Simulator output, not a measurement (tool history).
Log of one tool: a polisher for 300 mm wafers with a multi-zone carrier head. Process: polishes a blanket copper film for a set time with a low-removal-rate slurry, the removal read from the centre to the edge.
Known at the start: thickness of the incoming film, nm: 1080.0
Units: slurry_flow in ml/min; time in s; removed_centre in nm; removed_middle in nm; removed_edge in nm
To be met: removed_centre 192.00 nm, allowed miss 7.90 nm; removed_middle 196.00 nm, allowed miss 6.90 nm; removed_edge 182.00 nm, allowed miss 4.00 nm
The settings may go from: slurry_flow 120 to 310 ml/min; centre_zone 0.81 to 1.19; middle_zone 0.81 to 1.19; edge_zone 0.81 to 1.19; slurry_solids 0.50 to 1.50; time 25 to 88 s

Run 1, hour 0.0: slurry_flow 200 ml/min, centre_zone 1.00, middle_zone 1.00, edge_zone 1.00, slurry_solids 1.00, time 56 s. Result: removed_centre 157.31 nm, removed_middle 152.28 nm, removed_edge 152.29 nm.
Run 2, hour 5.4: slurry_flow 200 ml/min, centre_zone 1.00, middle_zone 1.00, edge_zone 1.00, slurry_solids 1.10, time 56 s. Result: removed_centre 156.19 nm, removed_middle 152.99 nm, removed_edge 154.56 nm.
Run 3, hour 14.2: slurry_flow 200 ml/min, centre_zone 1.00, middle_zone 1.00, edge_zone 1.00, slurry_solids 1.05, time 56 s. Result: removed_centre 159.80 nm, removed_middle 153.34 nm, removed_edge 151.20 nm.
Run 4, hour 19.5: slurry_flow 200 ml/min, centre_zone 1.00, middle_zone 1.08, edge_zone 1.00, slurry_solids 1.05, time 56 s. Result: removed_centre 157.86 nm, removed_middle 162.23 nm, removed_edge 154.53 nm.
Run 5, hour 27.4: slurry_flow 200 ml/min, centre_zone 1.00, middle_zone 1.16, edge_zone 1.00, slurry_solids 1.05, time 56 s. Result: removed_centre 158.62 nm, removed_middle 174.15 nm, removed_edge 153.47 nm.
Run 6, hour 30.7: slurry_flow 200 ml/min, centre_zone 0.94, middle_zone 1.16, edge_zone 1.00, slurry_solids 1.05, time 56 s. Result: removed_centre 149.15 nm, removed_middle 176.03 nm, removed_edge 153.77 nm.
Run 7, hour 33.8: slurry_flow 220 ml/min, centre_zone 0.99, middle_zone 1.17, edge_zone 1.04, slurry_solids 1.15, time 56 s. Result: removed_centre 163.79 nm, removed_middle 179.80 nm, removed_edge 160.84 nm.
Run 8, hour 35.5: slurry_flow 235 ml/min, centre_zone 1.00, middle_zone 1.18, edge_zone 1.07, slurry_solids 1.25, time 56 s. Result: removed_centre 169.27 nm, removed_middle 191.35 nm, removed_edge 169.22 nm.
Run 9, hour 41.2: slurry_flow 250 ml/min, centre_zone 1.03, middle_zone 1.17, edge_zone 1.09, slurry_solids 1.25, time 56 s. Result: removed_centre 179.84 nm, removed_middle 191.42 nm, removed_edge 171.86 nm.
Run 10, hour 49.4: slurry_flow 260 ml/min, centre_zone 1.04, middle_zone 1.16, edge_zone 1.11, slurry_solids 1.25, time 56 s. Result: removed_centre 181.88 nm, removed_middle 189.79 nm, removed_edge 174.77 nm.
Run 11, hour 54.7: slurry_flow 270 ml/min, centre_zone 1.05, middle_zone 1.16, edge_zone 1.12, slurry_solids 1.25, time 56 s. Result: removed_centre 185.97 nm, removed_middle 190.31 nm, removed_edge 175.63 nm.
Run 12, hour 56.9: slurry_flow 275 ml/min, centre_zone 1.05, middle_zone 1.16, edge_zone 1.13, slurry_solids 1.25, time 56 s. Result: removed_centre 184.92 nm, removed_middle 191.49 nm, removed_edge 177.20 nm.
Run 13, hour 59.9: slurry_flow 280 ml/min, centre_zone 1.06, middle_zone 1.16, edge_zone 1.14, slurry_solids 1.25, time 56 s. Result: removed_centre 186.67 nm, removed_middle 193.40 nm, removed_edge 178.98 nm.

5 next moves are on the table. One of them brings every result within its allowed miss. Which?
Run A, hour 62.9: slurry_flow 305 ml/min, centre_zone 1.07, middle_zone 1.19, edge_zone 1.10, slurry_solids 1.15, time 57 s. Result: removed_centre ?, removed_middle ?, removed_edge ?.
Run B, hour 62.9: slurry_flow 305 ml/min, centre_zone 1.04, middle_zone 1.13, edge_zone 1.11, slurry_solids 1.25, time 58 s. Result: removed_centre ?, removed_middle ?, removed_edge ?.
Run C, hour 62.9: slurry_flow 310 ml/min, centre_zone 1.14, middle_zone 1.19, edge_zone 1.04, slurry_solids 1.20, time 56 s. Result: removed_centre ?, removed_middle ?, removed_edge ?.
Run D, hour 62.9: slurry_flow 285 ml/min, centre_zone 1.03, middle_zone 1.15, edge_zone 1.16, slurry_solids 1.25, time 55 s. Result: removed_centre ?, removed_middle ?, removed_edge ?.
Run E, hour 62.9: slurry_flow 310 ml/min, centre_zone 0.97, middle_zone 1.18, edge_zone 1.16, slurry_solids 1.25, time 56 s. Result: removed_centre ?, removed_middle ?, removed_edge ?.

move  removed_centre  removed_middle  removed_edge
   A          192.78          201.03        174.99
   B          194.27          199.48        182.47
   C          204.41          199.87        169.43
   D          180.40          190.09        175.37
   E          175.37          200.45        180.14
A: further off than the last run
B: meets every target
C: further off than the last run
D: further off than the last run
E: brings the result that was furthest off to its target, and leaves another outside
The right move is B.
